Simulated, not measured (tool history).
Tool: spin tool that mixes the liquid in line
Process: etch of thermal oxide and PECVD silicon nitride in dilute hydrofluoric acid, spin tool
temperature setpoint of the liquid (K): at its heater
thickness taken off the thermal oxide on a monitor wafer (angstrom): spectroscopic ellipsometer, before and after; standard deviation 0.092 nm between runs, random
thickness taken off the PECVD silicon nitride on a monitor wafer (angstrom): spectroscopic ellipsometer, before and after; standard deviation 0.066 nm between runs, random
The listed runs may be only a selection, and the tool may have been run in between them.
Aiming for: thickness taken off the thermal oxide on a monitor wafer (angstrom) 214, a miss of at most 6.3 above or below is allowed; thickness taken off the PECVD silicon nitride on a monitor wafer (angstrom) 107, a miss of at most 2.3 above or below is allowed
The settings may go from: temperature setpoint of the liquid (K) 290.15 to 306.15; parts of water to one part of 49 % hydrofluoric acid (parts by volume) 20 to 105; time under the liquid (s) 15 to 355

run,hour,temperature setpoint of the liquid (K),parts of water to one part of 49 % hydrofluoric acid (parts by volume),time under the liquid (s),thickness taken off the thermal oxide on a monitor wafer (angstrom),thickness taken off the PECVD silicon nitride on a monitor wafer (angstrom)
1,0,298.15,55,180,157.92,73.789
2,8.6,298.15,70,180,121.49,59.336
3,14.6,298.15,70,220,148.36,72.188
4,19.8,298.65,65,220,163.96,79.903
5,25.9,296.65,65,220,151.97,69.422
6,31.7,298.15,65,220,161.63,76.807
7,34.1,298.65,65,220,164.85,79.405
8,35.2,301.65,55,215,218.33,111.36

Exactly one of the 4 candidate moves below puts every result within its allowed miss. Which one?
A,36.3,305.65,50,150,?,?
B,36.3,302.65,60,210,?,?
C,36.3,301.65,60,215,?,?
D,36.3,301.15,45,175,?,?

move,thickness taken off the thermal oxide on a monitor wafer (angstrom),thickness taken off the PECVD silicon nitride on a monitor wafer (angstrom)
A,196.74,111.66
B,200.93,107.44
C,197.67,103.01
D,214.67,107.62
A: the biggest miss grows against the last run
B: corrects the largest miss of the last run, while another result sits out of spec
C: the result that was furthest off in the last run now lies on the other side of its target
D: in spec on every target
D is the move that brings every result within its allowed miss.

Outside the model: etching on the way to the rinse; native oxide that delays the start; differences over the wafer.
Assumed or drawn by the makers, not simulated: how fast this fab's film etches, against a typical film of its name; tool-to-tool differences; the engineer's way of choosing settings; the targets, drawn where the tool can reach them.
